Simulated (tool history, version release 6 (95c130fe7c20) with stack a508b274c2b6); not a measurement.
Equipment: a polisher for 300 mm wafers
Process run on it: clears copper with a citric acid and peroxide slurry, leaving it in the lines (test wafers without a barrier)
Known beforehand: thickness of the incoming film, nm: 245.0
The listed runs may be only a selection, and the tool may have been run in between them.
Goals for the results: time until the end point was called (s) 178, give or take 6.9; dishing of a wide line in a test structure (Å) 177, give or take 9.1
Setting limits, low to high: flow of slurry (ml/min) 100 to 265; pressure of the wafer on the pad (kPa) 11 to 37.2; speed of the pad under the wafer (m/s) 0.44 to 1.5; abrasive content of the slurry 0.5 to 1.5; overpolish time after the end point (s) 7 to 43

run,hour,flow of slurry (ml/min),pressure of the wafer on the pad (kPa),speed of the pad under the wafer (m/s),abrasive content of the slurry,overpolish time after the end point (s),time until the end point was called (s),dishing of a wide line in a test structure (Å)
1,0,170,24.1,0.96,1,22,98.973,386.57
2,5.3,170,20,0.94,1,20,113.89,306.33
3,7.4,165,17.2,0.9,1,19,132.04,262.05
4,16.1,165,12.4,0.9,1,19,162.42,213.88
5,24.4,190,12.4,0.9,1,19,157.19,218.05
6,28.2,190,14.5,0.9,1,19,142.41,240.73
7,30.7,175,13.1,0.9,1,18,151.64,215.26
8,32.1,170,12.4,0.88,1,18,163.69,203.07
9,36.9,160,11.7,0.88,1,17,170.36,184.15

Which single option among these 5 for the next run brings every result within its allowed miss of target? Just one does.
A,41.7,115,16.5,0.74,1,19,?,?
B,41.7,160,11,0.88,1,17,?,?
C,41.7,155,13.1,0.86,1.15,15,?,?
D,41.7,150,13.1,0.8,1.05,19,?,?
E,41.7,170,11.7,0.8,1.15,20,?,?

move,time until the end point was called (s),dishing of a wide line in a test structure (Å)
A,173.75,197.8
B,172.8,178.12
C,157.59,173.11
D,172.84,198.04
E,176.59,203.24
A: the worst result of the last run now meets its target, but another is out of spec
B: meets every target
C: moves away from the targets compared with the last run
D: the worst result of the last run now meets its target, but another is out of spec
E: the worst result of the last run now meets its target, but another is out of spec
Answer: B

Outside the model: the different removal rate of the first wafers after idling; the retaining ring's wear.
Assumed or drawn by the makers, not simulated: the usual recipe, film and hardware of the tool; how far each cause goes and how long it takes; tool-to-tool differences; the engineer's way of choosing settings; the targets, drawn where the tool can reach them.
